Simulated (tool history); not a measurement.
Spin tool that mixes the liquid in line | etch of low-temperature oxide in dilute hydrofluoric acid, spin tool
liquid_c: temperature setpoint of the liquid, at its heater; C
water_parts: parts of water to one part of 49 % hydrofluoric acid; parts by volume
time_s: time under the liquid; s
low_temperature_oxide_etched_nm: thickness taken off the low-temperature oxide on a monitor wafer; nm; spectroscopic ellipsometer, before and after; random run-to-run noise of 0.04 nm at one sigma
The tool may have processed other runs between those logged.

run,hour,liquid_c,water_parts,time_s,low_temperature_oxide_etched_nm
1,0,21,170,160,14.25
2,4.9,19.5,170,160,13.339
3,12.1,19.5,170,170,14.3
4,20.9,18.5,185,170,12.352
5,28,18.5,185,160,11.563
6,30.7,17,185,160,11.023
7,32.7,17,195,160,10.347
8,39,17,200,160,10.107
9,43.6,17,205,160,9.7332

Run 10 comes next. What will it give?
10,46.8,17,210,160,?

{"run 10": {"low_temperature_oxide_etched_nm": 9.503}}

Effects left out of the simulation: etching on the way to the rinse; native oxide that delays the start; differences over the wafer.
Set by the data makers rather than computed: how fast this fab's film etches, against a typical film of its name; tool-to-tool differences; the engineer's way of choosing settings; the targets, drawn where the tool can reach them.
